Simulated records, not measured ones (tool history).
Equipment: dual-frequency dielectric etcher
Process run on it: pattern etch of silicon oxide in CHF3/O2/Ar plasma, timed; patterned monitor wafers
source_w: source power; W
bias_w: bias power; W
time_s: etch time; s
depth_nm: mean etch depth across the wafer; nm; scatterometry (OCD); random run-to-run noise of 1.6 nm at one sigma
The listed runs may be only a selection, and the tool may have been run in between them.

run  hour  source_w  bias_w  time_s  depth_nm
  1     0       870     213     378    1019.6
  2   5.3       970     213     378    1080.5
  3  12.8       890     201     374    1002.8
  4  21.6       890     201     378    1010.9
  5  26.5       890     232     378    1062.7
  6  31.6       890     246     378    1080.2
  7    39       820     231   371.5    997.85
  8  45.9       760     223     368     929.7
  9  49.6       720     221   367.5    895.08
 10  50.4       690     219     367    874.08
 11  52.3       660     218   366.5    846.07

Estimate the outcome of run 12 from the log above:
 12  58.4       640     217   366.5         ?

Run 12 produced depth_nm 826.44 nm.
